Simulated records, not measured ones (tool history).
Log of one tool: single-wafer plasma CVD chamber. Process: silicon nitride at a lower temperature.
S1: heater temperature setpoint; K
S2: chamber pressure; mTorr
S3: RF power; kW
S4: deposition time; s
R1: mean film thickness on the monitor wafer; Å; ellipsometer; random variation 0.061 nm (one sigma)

| run | hour | S1 | S2 | S3 | S4 | R1 |
|---|---|---|---|---|---|---|
| 1 | 0 | 643.15 | 1490 | 0.405 | 18.4 | 268.85 |
| 2 | 4 | 643.15 | 1410 | 0.4 | 18.4 | 262.19 |
| 3 | 10.4 | 643.15 | 1410 | 0.4 | 17.6 | 250.76 |
| 4 | 17.4 | 643.15 | 1410 | 0.45 | 17.6 | 274.43 |
| 5 | 19.7 | 643.15 | 1330 | 0.445 | 17.6 | 265.07 |
| 6 | 26.5 | 643.15 | 1330 | 0.445 | 18.4 | 277.21 |
| 7 | 27.9 | 643.15 | 1260 | 0.44 | 18.4 | 271.4 |

Run 8 comes next. What will it give?
| 8 | 35.9 | 643.15 | 960 | 0.39 | 18.3 | ? |

{"run 8": {"R1": 220.59}}
